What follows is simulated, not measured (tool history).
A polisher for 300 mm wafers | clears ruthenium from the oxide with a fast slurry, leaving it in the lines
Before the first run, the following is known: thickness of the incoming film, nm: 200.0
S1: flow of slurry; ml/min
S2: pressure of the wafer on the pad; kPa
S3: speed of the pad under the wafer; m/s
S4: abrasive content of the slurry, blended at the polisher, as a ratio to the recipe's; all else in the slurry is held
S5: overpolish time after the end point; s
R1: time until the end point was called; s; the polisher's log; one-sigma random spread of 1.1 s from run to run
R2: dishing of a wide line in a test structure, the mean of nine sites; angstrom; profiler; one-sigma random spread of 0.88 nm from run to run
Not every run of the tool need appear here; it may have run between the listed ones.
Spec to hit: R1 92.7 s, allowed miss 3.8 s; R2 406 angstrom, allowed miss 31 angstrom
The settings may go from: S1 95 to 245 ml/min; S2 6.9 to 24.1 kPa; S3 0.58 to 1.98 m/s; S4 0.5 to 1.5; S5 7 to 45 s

run,hour,S1,S2,S3,S4,S5,R1,R2
1,0,155,15.2,1.28,1,23,40.661,570.55
2,5.4,155,13.8,1.28,1,23,43.583,544.36
3,7.7,155,13.8,1,1,23,55.224,468.34
4,10.7,155,12.4,0.98,1,24,58.981,451.49
5,15.2,155,11.7,0.94,1,26,64.488,454.89
6,24.2,185,11.7,0.94,1,26,62.677,480.81
7,32.9,180,11,0.92,1,27,65.705,466.49
8,41,175,10.3,0.9,1,28,69.962,452.03

5 next moves are on the table. One of them brings every result within its allowed miss. Which?
A,49.1,165,9,0.86,0.9,37,?,?
B,49.1,180,11.7,0.7,0.95,29,?,?
C,49.1,170,9.7,0.84,0.9,28,?,?
D,49.1,175,9,0.74,0.95,31,?,?
E,49.1,160,9.7,0.84,1,25,?,?

move,R1,R2
A,84.103,485.18
B,85.041,412.21
C,82.416,411.16
D,93.49,404.41
E,78.991,391.59
A: closes in on the targets versus the last run, not all within tolerance yet
B: closes in on the targets versus the last run, not all within tolerance yet
C: closes in on the targets versus the last run, not all within tolerance yet
D: every result within its allowed miss
E: closes in on the targets versus the last run, not all within tolerance yet
So the answer is move D, the one that meets all the targets.
